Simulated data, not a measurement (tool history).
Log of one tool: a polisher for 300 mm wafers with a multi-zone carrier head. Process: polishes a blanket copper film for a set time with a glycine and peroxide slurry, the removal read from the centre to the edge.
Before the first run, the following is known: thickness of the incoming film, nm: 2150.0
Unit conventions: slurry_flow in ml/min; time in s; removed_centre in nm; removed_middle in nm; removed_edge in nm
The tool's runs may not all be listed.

run    day  slurry_flow  centre_zone  middle_zone  edge_zone  time  removed_centre  removed_middle  removed_edge
  1  0.000          275         1.00         1.00       1.00    73          534.06          538.51        527.82
  2  0.371          280         1.01         0.99       0.96    66          485.70          481.39        458.95
  3  0.475          280         1.01         0.97       0.93    62          461.25          442.92        425.52
  4  0.842          280         0.93         0.97       0.93    62          426.44          440.44        427.53
  5  1.125          280         0.95         0.96       0.90    59          415.28          419.92        404.37
  6  1.246          280         0.95         0.90       0.90    59          414.65          395.82        403.84

Run 7 comes next. What will it give?
  7  1.450          275         0.97         0.91       0.88    57               ?               ?             ?

{"run 7": {"removed_centre": 403.75, "removed_middle": 393.48, "removed_edge": 387.54}}

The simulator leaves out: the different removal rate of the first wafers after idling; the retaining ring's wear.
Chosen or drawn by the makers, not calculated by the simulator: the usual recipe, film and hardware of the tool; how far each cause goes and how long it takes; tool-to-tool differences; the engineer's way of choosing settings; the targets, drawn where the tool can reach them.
